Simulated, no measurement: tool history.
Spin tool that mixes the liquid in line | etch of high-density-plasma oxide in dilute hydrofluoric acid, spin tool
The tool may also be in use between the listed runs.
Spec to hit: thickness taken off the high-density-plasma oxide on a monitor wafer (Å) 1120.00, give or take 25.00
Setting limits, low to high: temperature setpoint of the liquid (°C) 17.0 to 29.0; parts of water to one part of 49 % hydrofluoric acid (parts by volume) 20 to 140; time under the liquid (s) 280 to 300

run  hour  temperature setpoint of the liquid (°C)  parts of water to one part of 49 % hydrofluoric acid (parts by volume)  time under the liquid (s)  thickness taken off the high-density-plasma oxide on a monitor wafer (Å)
  1   0.0                                     21.0                                                                      75                        280                                                                    307.22
  2   4.5                                     22.0                                                                      65                        285                                                                    382.48
  3   8.3                                     20.5                                                                      65                        285                                                                    358.87
  4  11.9                                     20.5                                                                      65                        280                                                                    352.22
  5  18.2                                     20.5                                                                      65                        280                                                                    352.62
  6  25.0                                     22.0                                                                      60                        285                                                                    417.43
  7  30.5                                     23.0                                                                      55                        285                                                                    475.66
  8  38.6                                     24.0                                                                      50                        285                                                                    549.21
  9  40.7                                     24.5                                                                      45                        285                                                                    629.67
 10  44.4                                     24.5                                                                      45                        285                                                                    626.17
 11  51.3                                     25.0                                                                      40                        285                                                                    725.90
 12  56.7                                     25.5                                                                      40                        285                                                                    735.42
 13  65.2                                     26.0                                                                      40                        285                                                                    756.59
 14  70.0                                     26.5                                                                      40                        285                                                                    772.69
 15  72.4                                     27.0                                                                      40                        285                                                                    788.91
 16  79.8                                     27.5                                                                      40                        285                                                                    801.03
 17  80.4                                     27.5                                                                      40                        285                                                                    801.51
 18  82.0                                     29.0                                                                      20                        285                                                                   1774.80
 19  88.7                                     27.5                                                                      20                        285                                                                   1662.20

Below are 4 possible settings for the next run. Only one of them brings all results inside the allowed miss of their targets. Which is it?
  A  95.4                                     25.5                                                                      35                        300                                                                         ?
  B  95.4                                     26.5                                                                      30                        280                                                                         ?
  C  95.4                                     27.0                                                                      30                        300                                                                         ?
  D  95.4                                     24.0                                                                      20                        300                                                                         ?

move  thickness taken off the high-density-plasma oxide on a monitor wafer (Å)
   A                                                                    899.25
   B                                                                   1027.60
   C                                                                   1123.80
   D                                                                   1509.20
A: pushes the last run's worst result past its target
B: pushes the last run's worst result past its target
C: in spec on every target
D: better than the last run, though not everything is in spec
C is the move that brings every result within its allowed miss.
